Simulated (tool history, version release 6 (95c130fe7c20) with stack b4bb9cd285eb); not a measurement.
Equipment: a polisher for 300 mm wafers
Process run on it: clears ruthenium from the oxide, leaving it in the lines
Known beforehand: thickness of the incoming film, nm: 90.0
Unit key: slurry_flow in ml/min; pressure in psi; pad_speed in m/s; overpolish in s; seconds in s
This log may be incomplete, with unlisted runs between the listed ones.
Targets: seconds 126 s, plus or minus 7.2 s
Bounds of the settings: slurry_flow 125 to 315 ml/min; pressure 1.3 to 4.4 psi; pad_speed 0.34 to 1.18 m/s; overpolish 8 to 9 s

run 1 hour=0 | slurry_flow=205 pressure=2.8 pad_speed=0.76 overpolish=9 | seconds=84.798
run 2 hour=4 | slurry_flow=205 pressure=2.5 pad_speed=0.76 overpolish=9 | seconds=88.35
run 3 hour=5.3 | slurry_flow=205 pressure=3.1 pad_speed=0.76 overpolish=9 | seconds=79.466
run 4 hour=11 | slurry_flow=250 pressure=3.1 pad_speed=0.76 overpolish=9 | seconds=76.166
run 5 hour=12 | slurry_flow=250 pressure=2.7 pad_speed=0.74 overpolish=9 | seconds=85.05
run 6 hour=17.5 | slurry_flow=250 pressure=2.4 pad_speed=0.72 overpolish=9 | seconds=95.343
run 7 hour=18.9 | slurry_flow=250 pressure=2.2 pad_speed=0.7 overpolish=9 | seconds=102.53
run 8 hour=19.7 | slurry_flow=250 pressure=2 pad_speed=0.7 overpolish=9 | seconds=104.05
run 9 hour=28.6 | slurry_flow=250 pressure=1.8 pad_speed=0.68 overpolish=9 | seconds=117.61

Which one of the following 5 next-run settings gets every result inside its allowed miss? There is exactly one.
run A hour=37.5 | slurry_flow=280 pressure=2 pad_speed=0.68 overpolish=9 | seconds=?
run B hour=37.5 | slurry_flow=260 pressure=1.8 pad_speed=0.72 overpolish=8 | seconds=?
run C hour=37.5 | slurry_flow=280 pressure=2.1 pad_speed=0.48 overpolish=9 | seconds=?
run D hour=37.5 | slurry_flow=300 pressure=1.8 pad_speed=0.62 overpolish=8 | seconds=?
run E hour=37.5 | slurry_flow=255 pressure=1.6 pad_speed=0.58 overpolish=9 | seconds=?

move=A seconds=110.88
move=B seconds=111.87
move=C seconds=150.73
move=D seconds=127.59
move=E seconds=146.72
A: misses by more than the last run did
B: misses by more than the last run did
C: the result that was furthest off in the last run now lies on the other side of its target
D: meets every target
E: the result that was furthest off in the last run now lies on the other side of its target
So the answer is move D, the one that meets all the targets.

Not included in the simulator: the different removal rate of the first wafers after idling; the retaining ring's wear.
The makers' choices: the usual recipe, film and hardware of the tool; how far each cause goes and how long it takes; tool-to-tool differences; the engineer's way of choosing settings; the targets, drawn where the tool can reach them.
